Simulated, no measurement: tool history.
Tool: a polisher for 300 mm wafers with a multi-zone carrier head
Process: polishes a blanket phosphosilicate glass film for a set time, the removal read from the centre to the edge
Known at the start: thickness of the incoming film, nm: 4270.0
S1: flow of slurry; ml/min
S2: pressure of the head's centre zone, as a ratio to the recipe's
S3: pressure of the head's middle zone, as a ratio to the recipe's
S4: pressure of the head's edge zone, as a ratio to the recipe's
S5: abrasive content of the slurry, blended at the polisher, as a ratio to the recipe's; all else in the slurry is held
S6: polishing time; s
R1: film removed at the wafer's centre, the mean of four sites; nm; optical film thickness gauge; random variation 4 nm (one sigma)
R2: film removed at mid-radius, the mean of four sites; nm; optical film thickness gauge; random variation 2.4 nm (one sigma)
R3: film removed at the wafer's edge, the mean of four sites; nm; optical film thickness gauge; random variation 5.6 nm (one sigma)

run	day	S1	S2	S3	S4	S5	S6	R1	R2	R3
1	0	155	1	1	1	1	66	445.21	428.56	451.52
2	0.3	155	1	1	1	0.9	66	419.7	405.35	418.97
3	0.479	145	1.04	0.96	1.01	0.9	66	422.67	394.5	413.57
4	0.525	145	1.04	1.04	1.01	0.9	66	428.43	410.78	418.3
5	0.6	105	1.04	1.04	1.01	0.9	66	386.56	375.75	403.93
6	0.846	105	1.04	1.04	1.01	0.7	66	335.2	321.54	344.79

Forecast run 7:
7	1.029	125	1.08	0.97	1.07	0.7	66	?	?	?

R1: 364.8 nm
R2: 322.74 nm
R3: 349.05 nm

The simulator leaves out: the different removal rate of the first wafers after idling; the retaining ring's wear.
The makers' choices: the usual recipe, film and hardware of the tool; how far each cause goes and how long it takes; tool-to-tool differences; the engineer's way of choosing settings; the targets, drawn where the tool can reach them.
